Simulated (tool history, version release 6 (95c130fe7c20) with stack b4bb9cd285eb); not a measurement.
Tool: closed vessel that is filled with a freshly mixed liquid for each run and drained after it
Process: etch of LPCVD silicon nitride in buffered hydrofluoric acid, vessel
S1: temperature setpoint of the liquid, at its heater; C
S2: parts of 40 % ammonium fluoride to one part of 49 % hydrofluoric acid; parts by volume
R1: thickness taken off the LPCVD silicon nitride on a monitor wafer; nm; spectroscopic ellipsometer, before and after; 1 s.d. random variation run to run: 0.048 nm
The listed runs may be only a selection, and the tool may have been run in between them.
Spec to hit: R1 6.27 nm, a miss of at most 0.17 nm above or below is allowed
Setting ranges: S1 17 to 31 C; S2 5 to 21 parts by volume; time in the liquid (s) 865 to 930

{"run": 1, "hour": 0.0, "S1": 23, "S2": 13, "time in the liquid (s)": 865, "R1": 8.5624}
{"run": 2, "hour": 3.3, "S1": 22, "S2": 13, "time in the liquid (s)": 865, "R1": 7.986}
{"run": 3, "hour": 5.1, "S1": 24, "S2": 13, "time in the liquid (s)": 865, "R1": 8.9533}
{"run": 4, "hour": 7.6, "S1": 23, "S2": 13, "time in the liquid (s)": 865, "R1": 8.4545}
{"run": 5, "hour": 9.7, "S1": 22, "S2": 13, "time in the liquid (s)": 865, "R1": 8.0287}
{"run": 6, "hour": 17.2, "S1": 21.5, "S2": 13, "time in the liquid (s)": 865, "R1": 7.7582}
{"run": 7, "hour": 25.5, "S1": 21, "S2": 13, "time in the liquid (s)": 865, "R1": 7.6222}
{"run": 8, "hour": 32.7, "S1": 20.5, "S2": 13, "time in the liquid (s)": 865, "R1": 7.3796}
{"run": 9, "hour": 37.4, "S1": 20, "S2": 13, "time in the liquid (s)": 865, "R1": 7.2216}
{"run": 10, "hour": 46.3, "S1": 17, "S2": 13, "time in the liquid (s)": 865, "R1": 6.0106}

Exercise: of the 5 proposed moves below, exactly one satisfies all targets within the stated allowed misses. Which move is it?
{"run": "A", "hour": 55.2, "S1": 17, "S2": 12, "time in the liquid (s)": 880, "R1": "?"}
{"run": "B", "hour": 55.2, "S1": 17, "S2": 14, "time in the liquid (s)": 905, "R1": "?"}
{"run": "C", "hour": 55.2, "S1": 17, "S2": 14, "time in the liquid (s)": 900, "R1": "?"}
{"run": "D", "hour": 55.2, "S1": 17.5, "S2": 13, "time in the liquid (s)": 910, "R1": "?"}
{"run": "E", "hour": 55.2, "S1": 17.5, "S2": 14, "time in the liquid (s)": 925, "R1": "?"}

move=A R1=6.6476
move=B R1=5.8771
move=C R1=5.8446
move=D R1=6.5396
move=E R1=6.1809
A: moves the result that the last run missed by most past its target, out the other side
B: its largest miss is bigger than the last run's
C: its largest miss is bigger than the last run's
D: moves the result that the last run missed by most past its target, out the other side
E: all results in spec
So the answer is move E, the one that meets all the targets.
